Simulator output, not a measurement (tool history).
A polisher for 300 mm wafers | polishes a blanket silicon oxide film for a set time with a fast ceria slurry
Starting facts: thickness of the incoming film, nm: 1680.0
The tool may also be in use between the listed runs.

run    day  flow of slurry (ml/min)  pressure of the wafer on the pad (psi)  speed of the pad under the wafer (m/s)  polishing time (s)  film removed (nm)
  1      0                      200                                     3.4                                    1.22                  34             866.02
  2  0.075                      200                                     3.2                                    1.22                  34             843.32
  3  0.442                      200                                     3.2                                    1.32                  34             888.04
  4  0.683                      200                                       3                                    1.32                  34             823.32
  5  0.988                      200                                     2.8                                    1.32                  34             782.12
  6  1.179                      200                                     2.7                                    1.32                  34             779.95

The next listed run, before its measurement:
  7  1.338                      200                                     2.5                                    1.32                  34                  ?

film removed (nm): 741.52
